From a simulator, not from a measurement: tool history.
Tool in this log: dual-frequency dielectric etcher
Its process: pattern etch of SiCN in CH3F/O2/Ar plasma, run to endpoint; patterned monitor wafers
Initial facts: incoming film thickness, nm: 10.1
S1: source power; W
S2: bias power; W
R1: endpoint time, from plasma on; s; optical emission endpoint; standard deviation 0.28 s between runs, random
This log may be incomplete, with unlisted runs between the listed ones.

| run | hour | S1 | S2 | R1 |
|---|---|---|---|---|
| 1 | 0 | 390 | 55 | 27.912 |
| 2 | 3 | 340 | 55 | 29.473 |
| 3 | 11.3 | 340 | 63 | 28.263 |
| 4 | 20.1 | 290 | 63 | 29.737 |
| 5 | 23.4 | 290 | 68 | 28.758 |
| 6 | 29.7 | 290 | 60 | 30.886 |

Predict the results of run 7:
| 7 | 31.9 | 280 | 59 | ? |

R1: 31.403 s
